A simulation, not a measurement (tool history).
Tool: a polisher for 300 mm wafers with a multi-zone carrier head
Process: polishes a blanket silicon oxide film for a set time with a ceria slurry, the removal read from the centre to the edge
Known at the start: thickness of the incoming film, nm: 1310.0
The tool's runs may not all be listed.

run	hour	flow of slurry (ml/min)	pressure of the head's centre zone	pressure of the head's middle zone	pressure of the head's edge zone	polishing time (s)	film removed at the wafer's centre (Å)	film removed at mid-radius (Å)	film removed at the wafer's edge (Å)
1	0.0	245	1.00	1.00	1.00	59	4158.9	4230.2	4116.4
2	3.2	240	1.01	0.96	0.98	57	4037.7	3905.9	3982.6
3	11.7	240	1.01	0.96	0.93	57	3978.0	3935.9	3875.1
4	19.6	235	1.03	0.93	0.91	56	4041.4	3773.9	3721.7
5	25.3	235	1.03	0.86	0.91	56	4018.5	3591.3	3795.2
6	27.9	225	1.04	0.85	0.91	55	3967.6	3481.5	3710.4
7	29.0	220	1.05	0.84	0.91	54	3914.9	3402.0	3526.3
# hour 32.7: worn pad replaced by a new one
8	32.7	220	1.06	0.83	0.93	53	4413.9	3780.9	3988.7
9	39.6	245	1.06	0.83	0.90	53	4581.3	3818.4	4079.4
10	45.4	235	1.06	0.83	0.90	52	4425.6	3701.5	3916.6

Run 11 comes next. What will it give?
11	46.7	170	1.06	0.81	0.94	43	?	?	?

{"run 11": {"film removed at the wafer's centre (Å)": 3463.0, "film removed at mid-radius (Å)": 2894.3, "film removed at the wafer's edge (Å)": 3189.9}}
